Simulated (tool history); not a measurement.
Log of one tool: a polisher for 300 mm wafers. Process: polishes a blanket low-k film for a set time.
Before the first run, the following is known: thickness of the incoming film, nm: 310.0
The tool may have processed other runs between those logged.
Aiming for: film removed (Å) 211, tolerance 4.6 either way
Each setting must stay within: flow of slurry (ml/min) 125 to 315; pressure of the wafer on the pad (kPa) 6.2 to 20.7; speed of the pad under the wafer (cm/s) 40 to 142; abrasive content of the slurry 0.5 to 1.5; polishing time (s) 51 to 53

run,day,flow of slurry (ml/min),pressure of the wafer on the pad (kPa),speed of the pad under the wafer (cm/s),abrasive content of the slurry,polishing time (s),film removed (Å)
1,0,205,13.1,90,1,51,158
2,0.35,205,13.1,112,1,51,186.91
3,0.65,205,13.1,96,1,51,165.18
4,0.838,215,13.8,96,1,51,171.84
5,0.912,215,13.8,96,1.1,51,182.83
6,1.167,215,11,96,1.1,51,159.2
7,1.388,230,12.4,96,1.1,51,172.12
8,1.538,240,13.1,96,1.1,51,178.84
9,1.908,245,13.8,96,1.1,51,183.71
10,2.271,245,13.8,96,1.1,51,182.85
11,2.604,245,14.5,96,1.1,51,188.94
12,2.721,245,15.2,96,1.1,51,196.11
13,2.883,245,15.9,96,1.1,51,201.27

Pick the move, out of 5, that brings all results within their allowed miss; only one does.
A,3.046,205,15.9,98,1.25,53,?
B,3.046,230,17.2,106,0.9,53,?
C,3.046,265,14.5,94,1.15,52,?
D,3.046,225,16.5,92,1.05,51,?
E,3.046,235,16.5,90,1.1,51,?

move,film removed (Å)
A,221.84
B,210.85
C,197.6
D,194.6
E,197.4
A: carries the result that was furthest off beyond its target, to the other side
B: each result inside its tolerance
C: the biggest miss grows against the last run
D: the biggest miss grows against the last run
E: the biggest miss grows against the last run
The right move is B.

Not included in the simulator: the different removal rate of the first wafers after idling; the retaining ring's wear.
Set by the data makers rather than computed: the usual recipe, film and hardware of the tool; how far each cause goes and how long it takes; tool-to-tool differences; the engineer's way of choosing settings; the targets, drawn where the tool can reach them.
